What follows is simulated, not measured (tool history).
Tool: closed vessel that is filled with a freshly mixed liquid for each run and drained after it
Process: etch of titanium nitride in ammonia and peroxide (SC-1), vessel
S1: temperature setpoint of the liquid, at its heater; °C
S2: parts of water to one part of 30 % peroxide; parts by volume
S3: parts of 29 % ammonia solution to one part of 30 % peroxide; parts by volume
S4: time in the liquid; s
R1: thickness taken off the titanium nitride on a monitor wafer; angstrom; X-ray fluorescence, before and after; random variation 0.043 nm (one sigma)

run	hour	S1	S2	S3	S4	R1
1	0	48	11.5	0.6	140	61.181
2	1.2	42	11.5	0.6	140	38.79
3	4.3	43.5	11.5	0.6	140	43.241
4	9.4	44.5	11.5	0.6	140	47.026
5	17.9	40	11.5	0.6	140	34.515
6	19.7	42	11.5	0.6	140	39.117
# hour 21.3: new drum of ammonia solution connected
7	21.3	43.5	11.5	0.6	140	44.865

Forecast run 8:
8	30.6	44	11.5	0.6	140	?

Run 8 gave R1 46.411 angstrom.
